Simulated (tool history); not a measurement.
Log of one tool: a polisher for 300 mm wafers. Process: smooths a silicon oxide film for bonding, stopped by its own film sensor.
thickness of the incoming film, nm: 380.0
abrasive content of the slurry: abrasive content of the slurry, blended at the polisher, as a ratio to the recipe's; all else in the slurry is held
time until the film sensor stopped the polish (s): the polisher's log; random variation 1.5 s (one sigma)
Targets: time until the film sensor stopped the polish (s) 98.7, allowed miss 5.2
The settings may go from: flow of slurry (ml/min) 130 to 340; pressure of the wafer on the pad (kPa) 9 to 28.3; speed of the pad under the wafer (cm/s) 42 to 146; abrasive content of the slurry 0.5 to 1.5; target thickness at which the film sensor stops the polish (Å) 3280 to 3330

run  hour  flow of slurry (ml/min)  pressure of the wafer on the pad (kPa)  speed of the pad under the wafer (cm/s)  abrasive content of the slurry  target thickness at which the film sensor stops the polish (Å)  time until the film sensor stopped the polish (s)
  1     0                      220                                    18.6                                       94                               1                                                            3280                                              46.56
  2   8.6                      220                                    18.6                                       94                               1                                                            3280                                             47.437
  3  14.8                      175                                    18.6                                       94                               1                                                            3280                                             50.072
  4  17.4                      175                                    15.9                                       94                               1                                                            3280                                             54.333
  5  23.3                      175                                    15.2                                       90                               1                                                            3280                                             59.178
  6  27.6                      175                                    14.5                                       86                               1                                                            3280                                             63.424
  7  33.5                      175                                    13.8                                       84                               1                                                            3280                                              66.16
  8  34.4                      175                                    13.1                                       82                               1                                                            3280                                             70.359
  9  38.3                      175                                    13.1                                       82                               1                                                            3280                                              67.36
 10  40.9                      175                                    12.4                                       80                               1                                                            3280                                              74.44
 11  43.5                      175                                    12.4                                       80                               1                                                            3280                                             73.344

4 next moves are on the table. One of them brings every result within its allowed miss. Which?
  A  46.1                      200                                    11.7                                       74                             0.9                                                            3280                                                  ?
  B  46.1                      195                                       9                                       76                             0.9                                                            3280                                                  ?
  C  46.1                      160                                    12.4                                       58                            1.15                                                            3320                                                  ?
  D  46.1                      175                                    13.8                                       88                            0.95                                                            3320                                                  ?

move  time until the film sensor stopped the polish (s)
   A                                             83.356
   B                                             96.515
   C                                             82.812
   D                                             59.711
A: nearer than the last run, and not there yet
B: meets every target
C: nearer than the last run, and not there yet
D: further off than the last run
The right move is B.
